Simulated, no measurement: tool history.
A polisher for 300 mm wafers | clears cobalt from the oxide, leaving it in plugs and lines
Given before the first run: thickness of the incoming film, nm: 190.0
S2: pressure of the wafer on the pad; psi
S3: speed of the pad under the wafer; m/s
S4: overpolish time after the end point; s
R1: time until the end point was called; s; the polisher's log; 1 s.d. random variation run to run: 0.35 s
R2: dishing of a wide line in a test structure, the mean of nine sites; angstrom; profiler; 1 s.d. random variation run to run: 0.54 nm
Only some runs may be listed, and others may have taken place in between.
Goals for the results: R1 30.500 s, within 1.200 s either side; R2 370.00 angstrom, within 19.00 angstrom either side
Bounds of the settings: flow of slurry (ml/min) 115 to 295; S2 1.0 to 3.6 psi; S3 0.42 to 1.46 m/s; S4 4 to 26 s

Run 1, day 0.000: flow of slurry (ml/min) 190, S2 2.3 psi, S3 0.94 m/s, S4 13 s. Result: R1 37.153 s, R2 407.99 angstrom.
Run 2, day 0.162: flow of slurry (ml/min) 195, S2 2.4 psi, S3 0.94 m/s, S4 12 s. Result: R1 35.634 s, R2 404.98 angstrom.
Run 3, day 0.200: flow of slurry (ml/min) 195, S2 2.4 psi, S3 0.94 m/s, S4 14 s. Result: R1 36.181 s, R2 447.73 angstrom.
Run 4, day 0.483: flow of slurry (ml/min) 195, S2 2.4 psi, S3 0.82 m/s, S4 14 s. Result: R1 40.501 s, R2 407.04 angstrom.
Run 5, day 0.842: flow of slurry (ml/min) 195, S2 2.4 psi, S3 0.92 m/s, S4 14 s. Result: R1 37.075 s, R2 447.32 angstrom.
Run 6, day 0.971: flow of slurry (ml/min) 195, S2 2.5 psi, S3 0.92 m/s, S4 12 s. Result: R1 35.062 s, R2 408.00 angstrom.
Run 7, day 1.062: flow of slurry (ml/min) 195, S2 2.6 psi, S3 0.92 m/s, S4 11 s. Result: R1 34.026 s, R2 400.29 angstrom.
Run 8, day 1.367: flow of slurry (ml/min) 195, S2 2.7 psi, S3 0.92 m/s, S4 10 s. Result: R1 32.298 s, R2 388.95 angstrom.
Run 9, day 1.612: flow of slurry (ml/min) 195, S2 2.7 psi, S3 0.92 m/s, S4 9 s. Result: R1 33.339 s, R2 355.69 angstrom.
Run 10, day 1.783: flow of slurry (ml/min) 195, S2 2.8 psi, S3 0.92 m/s, S4 9 s. Result: R1 32.137 s, R2 361.30 angstrom.

Of the 5 settings listed for the next run, only one would bring every result within its allowed miss of target. Which one?
Run A, day 1.954: flow of slurry (ml/min) 195, S2 2.8 psi, S3 1.06 m/s, S4 10 s. Result: R1 ?, R2 ?.
Run B, day 1.954: flow of slurry (ml/min) 185, S2 2.6 psi, S3 1.06 m/s, S4 9 s. Result: R1 ?, R2 ?.
Run C, day 1.954: flow of slurry (ml/min) 200, S2 2.9 psi, S3 0.82 m/s, S4 10 s. Result: R1 ?, R2 ?.
Run D, day 1.954: flow of slurry (ml/min) 210, S2 2.8 psi, S3 0.84 m/s, S4 10 s. Result: R1 ?, R2 ?.
Run E, day 1.954: flow of slurry (ml/min) 220, S2 2.3 psi, S3 1.04 m/s, S4 10 s. Result: R1 ?, R2 ?.

move      R1      R2
   A  27.959  428.28
   B  30.091  379.83
   C  34.092  374.88
   D  34.184  374.18
   E  33.248  381.50
A: pushes the last run's worst result past its target
B: each result inside its tolerance
C: the biggest miss grows against the last run
D: the biggest miss grows against the last run
E: the biggest miss grows against the last run
Answer: B
